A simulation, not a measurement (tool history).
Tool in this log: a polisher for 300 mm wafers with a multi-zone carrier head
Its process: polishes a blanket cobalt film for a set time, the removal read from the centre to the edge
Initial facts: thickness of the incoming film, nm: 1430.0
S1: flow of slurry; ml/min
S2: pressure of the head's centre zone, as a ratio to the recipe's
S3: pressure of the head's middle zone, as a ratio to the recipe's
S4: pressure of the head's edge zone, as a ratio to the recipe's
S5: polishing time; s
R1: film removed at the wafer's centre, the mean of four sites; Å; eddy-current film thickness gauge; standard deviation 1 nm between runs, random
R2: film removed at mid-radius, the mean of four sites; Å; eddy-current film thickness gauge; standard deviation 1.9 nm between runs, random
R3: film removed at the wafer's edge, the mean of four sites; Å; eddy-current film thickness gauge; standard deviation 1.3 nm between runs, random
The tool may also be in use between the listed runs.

Run 1, hour 0: S1 155 ml/min, S2 1, S3 1, S4 1, S5 37 s. Result: R1 1715.5 Å, R2 1705.9 Å, R3 1687.8 Å.
Run 2, hour 4.7: S1 155 ml/min, S2 1, S3 1.03, S4 1, S5 37 s. Result: R1 1706.2 Å, R2 1747 Å, R3 1662.7 Å.
Run 3, hour 10.3: S1 155 ml/min, S2 1, S3 1.11, S4 1, S5 37 s. Result: R1 1715.4 Å, R2 1812.1 Å, R3 1687.7 Å.
Run 4, hour 17.6: S1 155 ml/min, S2 1, S3 1.11, S4 1.03, S5 37 s. Result: R1 1710.4 Å, R2 1838.2 Å, R3 1644.2 Å.
Run 5, hour 23.8: S1 155 ml/min, S2 1, S3 1.11, S4 1.03, S5 30 s. Result: R1 1413.2 Å, R2 1495.3 Å, R3 1372.3 Å.
Run 6, hour 27.4: S1 155 ml/min, S2 1, S3 1.11, S4 1.08, S5 30 s. Result: R1 1394.8 Å, R2 1449.5 Å, R3 1373.4 Å.
Run 7, hour 34: S1 145 ml/min, S2 0.99, S3 1.11, S4 1.08, S5 30 s. Result: R1 1365.3 Å, R2 1466.2 Å, R3 1360.6 Å.

The next listed run, before its measurement:
Run 8, hour 37.3: S1 135 ml/min, S2 0.99, S3 1.1, S4 1.08, S5 30 s. Result: R1 ?, R2 ?, R3 ?.

R1: 1321.5 Å
R2: 1439.2 Å
R3: 1367.9 Å
